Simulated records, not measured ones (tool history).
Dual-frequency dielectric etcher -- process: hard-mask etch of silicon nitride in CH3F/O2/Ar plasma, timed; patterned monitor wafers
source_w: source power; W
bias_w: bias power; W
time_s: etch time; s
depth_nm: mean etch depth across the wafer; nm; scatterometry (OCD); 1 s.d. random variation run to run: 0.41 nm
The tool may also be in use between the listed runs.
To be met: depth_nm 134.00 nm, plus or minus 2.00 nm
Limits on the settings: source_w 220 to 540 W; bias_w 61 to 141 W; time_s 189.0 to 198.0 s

run  hour  source_w  bias_w  time_s  depth_nm
  1   0.0       380     101   189.0    163.16
  2   5.3       380      84   189.0    155.02
  3  12.7       380      67   189.0    147.10
  4  16.3       360      66   189.0    144.28
     24.2  -- wet clean of the chamber
  5  24.2       420      66   189.0    142.96
  6  28.8       450      65   189.0    146.32
  7  35.3       400      64   189.0    141.65
  8  38.6       360      63   189.0    135.89
  9  44.2       360      63   189.0    135.96

Exactly one of the 5 candidate moves below puts every result within its allowed miss. Which one?
  A  49.8       370      62   195.0         ?
  B  49.8       330      61   190.5         ?
  C  49.8       320      71   194.5         ?
  D  49.8       380      63   191.5         ?
  E  49.8       350      64   191.5         ?

move  depth_nm
   A    141.03
   B    133.24
   C    139.71
   D    139.98
   E    137.45
A: the biggest miss grows against the last run
B: every result within its allowed miss
C: the biggest miss grows against the last run
D: the biggest miss grows against the last run
E: the biggest miss grows against the last run
The right move is B.
